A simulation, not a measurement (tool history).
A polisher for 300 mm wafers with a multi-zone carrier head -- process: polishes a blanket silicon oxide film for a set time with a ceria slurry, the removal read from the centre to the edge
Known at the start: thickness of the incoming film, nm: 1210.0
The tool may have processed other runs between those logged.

run    day  flow of slurry (ml/min)  pressure of the head's centre zone  pressure of the head's middle zone  pressure of the head's edge zone  polishing time (s)  film removed at the wafer's centre (angstrom)  film removed at mid-radius (angstrom)  film removed at the wafer's edge (angstrom)
  1      0                      130                                   1                                   1                                 1                  62                                         4944.8                                 4629.5                                         4743
  2  0.125                      130                                1.08                                   1                                 1                  62                                         5125.3                                 4721.1                                         4679
  3  0.312                      125                                1.04                                1.03                              0.99                  58                                           4674                                 4531.5                                         4306
  4  0.338                      120                                1.01                                1.05                              1.01                  54                                         4113.2                                   4154                                       4030.2
  5  0.658                      120                                1.01                                1.05                              1.07                  54                                         4119.8                                 4207.3                                       4152.4
  6  0.746                       95                                1.01                                1.05                              1.07                  54                                         3797.3                                 3874.5                                       3996.6
  7  0.792                       95                                0.91                                1.15                              0.97                  36                                         2276.2                                   2849                                       2521.2

Run 8 has not been measured yet. What should we expect?
  8  1.067                      100                                0.91                                1.15                              0.98                  36                                              ?                                      ?                                            ?

film removed at the wafer's centre (angstrom): 2317.9
film removed at mid-radius (angstrom): 2895
film removed at the wafer's edge (angstrom): 2562.8
